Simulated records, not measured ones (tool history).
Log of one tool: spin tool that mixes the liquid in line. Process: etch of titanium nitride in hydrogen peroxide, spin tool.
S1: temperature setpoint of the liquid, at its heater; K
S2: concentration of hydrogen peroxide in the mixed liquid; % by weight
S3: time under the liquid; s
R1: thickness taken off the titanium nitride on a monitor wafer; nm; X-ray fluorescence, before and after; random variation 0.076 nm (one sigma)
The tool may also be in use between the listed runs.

Run 1, hour 0: S1 329.15 K, S2 23 % by weight, S3 65 s. Result: R1 4.6302 nm.
Run 2, hour 8.2: S1 332.15 K, S2 25 % by weight, S3 65 s. Result: R1 5.8728 nm.
Run 3, hour 13.6: S1 334.15 K, S2 26 % by weight, S3 65 s. Result: R1 6.7868 nm.
Run 4, hour 19.1: S1 334.15 K, S2 30 % by weight, S3 65 s. Result: R1 7.0698 nm.
Run 5, hour 22.4: S1 334.15 K, S2 26 % by weight, S3 65 s. Result: R1 6.7603 nm.
Run 6, hour 28.5: S1 335.65 K, S2 27 % by weight, S3 65 s. Result: R1 7.4518 nm.
Run 7, hour 37: S1 336.65 K, S2 28 % by weight, S3 65 s. Result: R1 8.1408 nm.

The next listed run, before its measurement:
At hour 42.2: heated supply line repaired.
Run 8, hour 42.2: S1 339.15 K, S2 30 % by weight, S3 65 s. Result: R1 ?.

R1: 11.199 nm

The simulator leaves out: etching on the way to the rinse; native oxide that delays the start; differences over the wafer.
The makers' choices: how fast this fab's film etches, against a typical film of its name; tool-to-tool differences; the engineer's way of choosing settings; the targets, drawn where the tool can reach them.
